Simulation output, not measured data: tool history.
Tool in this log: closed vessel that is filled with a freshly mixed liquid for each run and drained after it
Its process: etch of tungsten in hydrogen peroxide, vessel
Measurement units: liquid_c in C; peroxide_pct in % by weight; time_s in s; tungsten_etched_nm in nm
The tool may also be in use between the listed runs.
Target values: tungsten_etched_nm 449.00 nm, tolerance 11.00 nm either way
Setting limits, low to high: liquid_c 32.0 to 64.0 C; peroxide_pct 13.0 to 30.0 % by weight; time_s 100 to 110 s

| run | day | liquid_c | peroxide_pct | time_s | tungsten_etched_nm |
|---|---|---|---|---|---|
| 1 | 0.000 | 48.0 | 24.0 | 100 | 242.46 |
| 2 | 0.083 | 48.0 | 24.0 | 110 | 266.98 |
| 3 | 0.321 | 50.0 | 24.0 | 110 | 300.54 |
| 4 | 0.504 | 50.0 | 22.0 | 110 | 289.23 |
| 5 | 0.579 | 50.0 | 22.0 | 100 | 262.15 |
| 6 | 0.888 | 52.0 | 22.0 | 100 | 295.39 |
|  | 1.267 | peroxide flow meter replaced |
| 7 | 1.267 | 52.0 | 22.0 | 100 | 285.02 |
| 8 | 1.429 | 54.0 | 22.0 | 100 | 323.23 |
| 9 | 1.508 | 60.5 | 22.0 | 100 | 469.31 |

Exercise: of the 4 proposed moves below, exactly one satisfies all targets within the stated allowed misses. Which move is it?
| A | 1.588 | 60.0 | 21.5 | 105 | ? |
| B | 1.588 | 60.0 | 21.5 | 100 | ? |
| C | 1.588 | 59.0 | 27.5 | 100 | ? |
| D | 1.588 | 61.0 | 19.5 | 105 | ? |

| move | tungsten_etched_nm |
|---|---|
| A | 472.46 |
| B | 449.96 |
| C | 480.36 |
| D | 476.49 |
A: the biggest miss grows against the last run
B: all results land within tolerance of their targets
C: the biggest miss grows against the last run
D: the biggest miss grows against the last run
Move B is the one to make.
